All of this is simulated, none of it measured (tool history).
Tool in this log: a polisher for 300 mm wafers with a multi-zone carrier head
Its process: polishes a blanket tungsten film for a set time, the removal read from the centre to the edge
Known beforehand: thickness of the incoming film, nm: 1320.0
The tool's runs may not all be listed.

run,hour,flow of slurry (ml/min),pressure of the head's centre zone,pressure of the head's middle zone,pressure of the head's edge zone,abrasive content of the slurry,polishing time (s),film removed at the wafer's centre (angstrom),film removed at mid-radius (angstrom),film removed at the wafer's edge (angstrom)
1,0.0,205,1.00,1.00,1.00,1.00,46,1993.5,2038.7,2041.4
2,3.1,205,1.00,1.00,1.00,1.00,54,2366.8,2375.6,2372.0
3,5.8,205,1.00,0.95,1.00,1.00,54,2372.6,2283.1,2409.2
4,6.8,205,1.00,0.95,1.00,1.00,62,2667.8,2587.8,2744.3
5,13.9,205,1.00,0.95,1.00,1.00,51,2200.5,2208.6,2286.6
6,19.1,205,1.00,0.95,1.00,0.80,51,2132.1,2056.4,2197.5
7,27.2,200,0.98,0.96,0.96,0.75,45,1815.6,1804.4,1845.4
8,35.8,190,0.95,0.96,0.93,0.70,42,1610.1,1676.6,1669.2
9,43.2,185,0.93,0.95,0.90,0.65,40,1464.6,1530.8,1555.4
10,51.1,185,0.92,0.96,0.88,0.60,38,1370.3,1462.6,1436.9
11,54.5,185,0.91,0.96,0.87,0.60,37,1314.2,1438.1,1364.7
12,59.5,185,0.91,0.96,0.87,0.60,37,1320.8,1426.2,1379.1
13,65.2,190,0.90,0.96,0.86,0.60,36,1261.8,1383.6,1362.4
14,70.6,180,0.90,0.96,0.85,0.60,35,1235.6,1342.0,1295.0

What does the tool deliver on the next run?
15,71.8,170,0.89,0.96,0.84,0.60,35,?,?,?

Run 15 gave film removed at the wafer's centre (angstrom) 1217.8, film removed at mid-radius (angstrom) 1323.4, film removed at the wafer's edge (angstrom) 1266.9.
